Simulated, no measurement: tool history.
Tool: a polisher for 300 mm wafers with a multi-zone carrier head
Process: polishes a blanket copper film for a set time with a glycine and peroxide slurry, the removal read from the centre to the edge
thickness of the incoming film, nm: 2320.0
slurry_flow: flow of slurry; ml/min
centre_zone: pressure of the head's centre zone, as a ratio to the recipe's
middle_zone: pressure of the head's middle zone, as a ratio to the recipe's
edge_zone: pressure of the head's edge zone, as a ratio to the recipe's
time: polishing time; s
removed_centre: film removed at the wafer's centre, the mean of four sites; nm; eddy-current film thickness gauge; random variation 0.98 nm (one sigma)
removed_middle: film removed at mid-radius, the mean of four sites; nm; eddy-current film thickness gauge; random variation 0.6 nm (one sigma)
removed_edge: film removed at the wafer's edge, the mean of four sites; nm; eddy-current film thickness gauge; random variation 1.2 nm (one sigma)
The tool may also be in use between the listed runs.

run 1 hour=0 | slurry_flow=310 centre_zone=1 middle_zone=1 edge_zone=1 time=36 | removed_centre=131.95 removed_middle=123.62 removed_edge=128.61
run 2 hour=5.8 | slurry_flow=310 centre_zone=1 middle_zone=0.97 edge_zone=1 time=36 | removed_centre=130.36 removed_middle=121.87 removed_edge=128.05
run 3 hour=9.1 | slurry_flow=260 centre_zone=1 middle_zone=0.97 edge_zone=1 time=36 | removed_centre=127.84 removed_middle=117.91 removed_edge=122.68
run 4 hour=14 | slurry_flow=250 centre_zone=0.96 middle_zone=0.94 edge_zone=1 time=34 | removed_centre=111.94 removed_middle=108.03 removed_edge=116.1
-- hour=22.5 slurry nozzle cleaned
run 5 hour=22.5 | slurry_flow=250 centre_zone=0.96 middle_zone=0.94 edge_zone=1 time=27 | removed_centre=96.998 removed_middle=92.75 removed_edge=96.658
run 6 hour=26.3 | slurry_flow=300 centre_zone=0.96 middle_zone=0.94 edge_zone=1 time=27 | removed_centre=99.099 removed_middle=94.416 removed_edge=96.922
run 7 hour=34.1 | slurry_flow=285 centre_zone=0.94 middle_zone=0.92 edge_zone=1.01 time=27 | removed_centre=98.075 removed_middle=93.857 removed_edge=101.87
run 8 hour=39.5 | slurry_flow=265 centre_zone=0.92 middle_zone=0.9 edge_zone=1 time=27 | removed_centre=93.969 removed_middle=91.202 removed_edge=97.649

The next listed run, before its measurement:
run 9 hour=45.2 | slurry_flow=250 centre_zone=0.9 middle_zone=0.88 edge_zone=1 time=27 | removed_centre=? removed_middle=? removed_edge=?

{"run 9": {"removed_centre": 92.037, "removed_middle": 89.344, "removed_edge": 98.367}}
